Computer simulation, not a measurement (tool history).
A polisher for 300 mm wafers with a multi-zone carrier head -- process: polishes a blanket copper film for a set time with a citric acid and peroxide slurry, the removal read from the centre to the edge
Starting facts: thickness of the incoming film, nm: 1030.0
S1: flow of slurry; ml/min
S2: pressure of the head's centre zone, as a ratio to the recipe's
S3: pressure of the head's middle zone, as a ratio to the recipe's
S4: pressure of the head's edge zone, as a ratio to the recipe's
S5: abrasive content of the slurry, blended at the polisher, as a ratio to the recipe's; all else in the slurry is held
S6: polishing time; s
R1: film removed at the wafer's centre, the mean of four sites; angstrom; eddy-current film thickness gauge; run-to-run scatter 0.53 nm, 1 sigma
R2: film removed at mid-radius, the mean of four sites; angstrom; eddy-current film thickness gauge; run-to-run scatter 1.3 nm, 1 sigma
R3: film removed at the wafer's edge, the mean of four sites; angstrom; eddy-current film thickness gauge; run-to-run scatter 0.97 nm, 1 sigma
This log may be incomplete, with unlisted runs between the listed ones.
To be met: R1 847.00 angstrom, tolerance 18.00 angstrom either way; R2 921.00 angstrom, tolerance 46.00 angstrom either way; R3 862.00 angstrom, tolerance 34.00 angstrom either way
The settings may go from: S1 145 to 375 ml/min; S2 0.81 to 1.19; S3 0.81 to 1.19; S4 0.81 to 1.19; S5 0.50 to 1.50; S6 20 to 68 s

run	hour	S1	S2	S3	S4	S5	S6	R1	R2	R3
1	0.0	240	1.00	1.00	1.00	1.00	44	1529.10	1534.10	1506.20
2	0.7	235	0.98	0.99	0.98	0.90	42	1378.80	1378.50	1365.50
3	6.2	230	0.96	0.99	0.96	0.85	41	1281.00	1280.50	1291.50
4	7.0	230	0.95	1.01	0.94	0.80	40	1212.30	1292.00	1241.00
5	11.5	230	0.94	1.01	0.92	0.75	39	1134.00	1216.50	1146.10
6	18.2	230	0.94	1.01	0.84	0.75	39	1147.30	1191.30	1109.30
7	24.6	230	0.93	1.01	0.84	0.70	38	1064.70	1134.90	1057.90
8	30.3	230	0.93	1.01	0.84	0.65	37	1009.70	1084.80	1010.80
9	33.8	230	0.93	1.01	0.84	0.65	36	979.71	1052.30	981.62

Which of these 5 next moves meets every target?
A	37.3	260	1.03	0.88	0.84	0.70	34	?	?	?
B	37.3	230	0.99	0.93	0.82	0.70	31	?	?	?
C	37.3	160	0.94	1.02	0.87	0.65	32	?	?	?
D	37.3	250	1.03	0.81	0.81	0.70	34	?	?	?
E	37.3	225	1.08	0.86	0.92	0.80	30	?	?	?

move	R1	R2	R3
A	1079.50	960.25	964.21
B	932.56	905.07	860.78
C	843.97	937.44	855.74
D	1074.20	893.56	946.92
E	1031.00	859.18	920.32
A: further off than the last run
B: nearer the targets than the last run, but a result is still out of spec
C: meets every target
D: further off than the last run
E: further off than the last run
Go with C: it meets all targets.
